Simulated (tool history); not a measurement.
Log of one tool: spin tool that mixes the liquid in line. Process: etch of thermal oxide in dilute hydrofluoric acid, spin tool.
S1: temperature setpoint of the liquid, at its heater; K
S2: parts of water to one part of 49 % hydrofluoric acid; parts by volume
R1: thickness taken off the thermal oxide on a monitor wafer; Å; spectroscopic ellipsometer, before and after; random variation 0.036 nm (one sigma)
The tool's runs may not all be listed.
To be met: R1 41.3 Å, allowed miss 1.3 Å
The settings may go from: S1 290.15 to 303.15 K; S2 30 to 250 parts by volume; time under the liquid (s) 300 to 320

run 1 hour=0 | S1=295.15 S2=140 time_under_the_liquid_(s)=300 | R1=92.818
run 2 hour=3.8 | S1=295.15 S2=110 time_under_the_liquid_(s)=300 | R1=123.59
run 3 hour=10 | S1=292.15 S2=110 time_under_the_liquid_(s)=300 | R1=109.27
run 4 hour=13.9 | S1=291.65 S2=140 time_under_the_liquid_(s)=300 | R1=80.411
run 5 hour=18.7 | S1=291.15 S2=160 time_under_the_liquid_(s)=300 | R1=67.37
run 6 hour=25.1 | S1=291.15 S2=200 time_under_the_liquid_(s)=300 | R1=51.784
run 7 hour=32.8 | S1=290.65 S2=205 time_under_the_liquid_(s)=300 | R1=50.151
run 8 hour=37.1 | S1=290.65 S2=210 time_under_the_liquid_(s)=300 | R1=48.189

5 next moves are on the table. One of them brings every result within its allowed miss. Which?
run A hour=41.4 | S1=290.15 S2=250 time_under_the_liquid_(s)=320 | R1=?
run B hour=41.4 | S1=298.15 S2=250 time_under_the_liquid_(s)=320 | R1=?
run C hour=41.4 | S1=292.15 S2=210 time_under_the_liquid_(s)=305 | R1=?
run D hour=41.4 | S1=290.15 S2=220 time_under_the_liquid_(s)=300 | R1=?
run E hour=41.4 | S1=290.15 S2=225 time_under_the_liquid_(s)=300 | R1=?

move=A R1=40.576
move=B R1=54.595
move=C R1=51.601
move=D R1=44.389
move=E R1=43.209
A: meets every target
B: further off than the last run
C: further off than the last run
D: nearer than the last run, and not there yet
E: nearer than the last run, and not there yet
The right move is A.

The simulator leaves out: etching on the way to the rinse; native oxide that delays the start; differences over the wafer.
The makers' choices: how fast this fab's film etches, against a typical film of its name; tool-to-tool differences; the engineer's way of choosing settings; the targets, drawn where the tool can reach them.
